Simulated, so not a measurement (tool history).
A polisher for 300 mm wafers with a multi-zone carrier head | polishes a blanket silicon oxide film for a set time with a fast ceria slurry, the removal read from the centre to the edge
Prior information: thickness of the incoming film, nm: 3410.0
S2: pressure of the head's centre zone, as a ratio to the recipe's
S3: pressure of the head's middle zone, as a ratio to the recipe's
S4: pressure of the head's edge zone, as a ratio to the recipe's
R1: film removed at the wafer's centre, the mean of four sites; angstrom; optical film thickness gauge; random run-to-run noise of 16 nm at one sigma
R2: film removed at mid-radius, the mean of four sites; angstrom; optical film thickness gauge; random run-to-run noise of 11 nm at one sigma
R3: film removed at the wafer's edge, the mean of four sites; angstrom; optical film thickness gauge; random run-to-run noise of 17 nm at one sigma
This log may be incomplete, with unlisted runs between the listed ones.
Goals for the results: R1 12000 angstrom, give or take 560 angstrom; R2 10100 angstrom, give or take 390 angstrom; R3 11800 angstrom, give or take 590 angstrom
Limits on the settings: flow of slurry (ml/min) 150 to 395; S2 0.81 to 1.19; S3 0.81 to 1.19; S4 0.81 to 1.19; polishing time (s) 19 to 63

run 1 hour=0 | flow_of_slurry_(ml/min)=250 S2=1 S3=1 S4=1 polishing_time_(s)=41 | R1=8105.9 R2=7967.1 R3=8009.1
run 2 hour=1.2 | flow_of_slurry_(ml/min)=250 S2=1 S3=1 S4=0.94 polishing_time_(s)=41 | R1=8052.3 R2=8036.2 R3=7682.1
run 3 hour=8.1 | flow_of_slurry_(ml/min)=250 S2=0.92 S3=1 S4=0.94 polishing_time_(s)=41 | R1=7288.2 R2=8043.8 R3=7508
run 4 hour=11.5 | flow_of_slurry_(ml/min)=250 S2=1 S3=1 S4=0.94 polishing_time_(s)=41 | R1=7713.4 R2=7918.8 R3=7791.7
run 5 hour=19.2 | flow_of_slurry_(ml/min)=250 S2=1 S3=1 S4=1.03 polishing_time_(s)=41 | R1=7806.8 R2=7907.6 R3=7903.7
run 6 hour=23.3 | flow_of_slurry_(ml/min)=280 S2=1 S3=1 S4=1.03 polishing_time_(s)=41 | R1=8040.6 R2=8277.1 R3=8023.3
run 7 hour=24.3 | flow_of_slurry_(ml/min)=270 S2=1.02 S3=0.99 S4=1.04 polishing_time_(s)=43 | R1=8511.9 R2=8227.5 R3=8570.8
run 8 hour=24.9 | flow_of_slurry_(ml/min)=265 S2=1.12 S3=1.05 S4=1.14 polishing_time_(s)=54 | R1=11710 R2=10959 R3=11193
run 9 hour=33.4 | flow_of_slurry_(ml/min)=260 S2=1.12 S3=1.03 S4=1.15 polishing_time_(s)=54 | R1=11634 R2=10999 R3=11055
run 10 hour=40.9 | flow_of_slurry_(ml/min)=275 S2=1.12 S3=0.99 S4=1.16 polishing_time_(s)=54 | R1=11932 R2=10490 R3=11209

Pick the move, out of 4, that brings all results within their allowed miss; only one does.
run A hour=48.4 | flow_of_slurry_(ml/min)=320 S2=1.11 S3=0.9 S4=1.18 polishing_time_(s)=55 | R1=? R2=? R3=?
run B hour=48.4 | flow_of_slurry_(ml/min)=275 S2=1.04 S3=0.81 S4=1.18 polishing_time_(s)=57 | R1=? R2=? R3=?
run C hour=48.4 | flow_of_slurry_(ml/min)=285 S2=1.08 S3=0.98 S4=1.16 polishing_time_(s)=57 | R1=? R2=? R3=?
run D hour=48.4 | flow_of_slurry_(ml/min)=150 S2=1.01 S3=0.98 S4=1.19 polishing_time_(s)=62 | R1=? R2=? R3=?

move=A R1=11666 R2=10012 R3=11972
move=B R1=11181 R2=9391.9 R3=12297
move=C R1=11651 R2=11031 R3=12190
move=D R1=10958 R2=11165 R3=12731
A: in spec on every target
B: puts the biggest miss on target and leaves a different result outside tolerance
C: puts the biggest miss on target and leaves a different result outside tolerance
D: takes the biggest miss from the last run beyond its target
Move A is the one to make.
